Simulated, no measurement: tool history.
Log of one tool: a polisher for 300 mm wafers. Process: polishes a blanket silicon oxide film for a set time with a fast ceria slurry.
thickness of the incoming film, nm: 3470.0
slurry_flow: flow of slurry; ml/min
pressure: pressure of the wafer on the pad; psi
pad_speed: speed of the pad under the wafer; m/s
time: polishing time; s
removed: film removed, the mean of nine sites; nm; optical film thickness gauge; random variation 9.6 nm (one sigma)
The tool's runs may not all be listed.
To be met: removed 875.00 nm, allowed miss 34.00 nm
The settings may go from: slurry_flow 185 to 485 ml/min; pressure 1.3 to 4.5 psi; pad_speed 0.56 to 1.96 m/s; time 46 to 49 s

run,day,slurry_flow,pressure,pad_speed,time,removed
1,0.000,310,2.9,1.26,46,1220.20
2,0.108,250,2.9,1.26,46,1196.80
3,0.146,250,2.9,1.26,46,1182.00
4,0.250,250,2.7,1.26,46,1137.70
5,0.571,250,2.7,1.26,49,1161.20
6,0.779,250,2.7,1.40,49,1272.90
7,1.108,250,2.4,1.38,49,1136.80
# day 1.438: head pressure recalibrated
8,1.438,250,2.2,1.38,49,977.98

Which of these 5 next moves meets every target?
A,1.767,280,1.8,1.42,48,?
B,1.767,185,2.8,1.32,49,?
C,1.767,190,2.6,1.34,49,?
D,1.767,185,1.7,1.80,47,?
E,1.767,265,2.5,1.34,49,?

move,removed
A,820.42
B,1165.30
C,1099.70
D,870.53
E,1095.60
A: takes the result that was furthest off past its target
B: further off than the last run
C: further off than the last run
D: meets every target
E: further off than the last run
Answer: D
